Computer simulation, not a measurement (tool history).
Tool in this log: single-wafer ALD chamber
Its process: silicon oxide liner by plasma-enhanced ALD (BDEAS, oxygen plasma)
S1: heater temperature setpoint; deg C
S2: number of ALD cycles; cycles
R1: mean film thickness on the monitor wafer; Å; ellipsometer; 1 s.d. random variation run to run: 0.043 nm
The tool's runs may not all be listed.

Run 1, day 0.000: S1 315 deg C, S2 80 cycles. Result: R1 73.085 Å.
Run 2, day 0.254: S1 314 deg C, S2 86 cycles. Result: R1 77.865 Å.
Run 3, day 0.346: S1 313 deg C, S2 91 cycles. Result: R1 83.184 Å.
Run 4, day 0.567: S1 313 deg C, S2 80 cycles. Result: R1 72.333 Å.
Run 5, day 0.929: S1 313 deg C, S2 90 cycles. Result: R1 82.179 Å.
Run 6, day 0.967: S1 322 deg C, S2 90 cycles. Result: R1 80.961 Å.
Run 7, day 0.996: S1 321 deg C, S2 93 cycles. Result: R1 83.571 Å.
Run 8, day 1.138: S1 318 deg C, S2 95 cycles. Result: R1 85.977 Å.

Expected results for the next run?
Run 9, day 1.317: S1 316 deg C, S2 97 cycles. Result: R1 ?.

Run 9 yielded R1 87.455 Å.
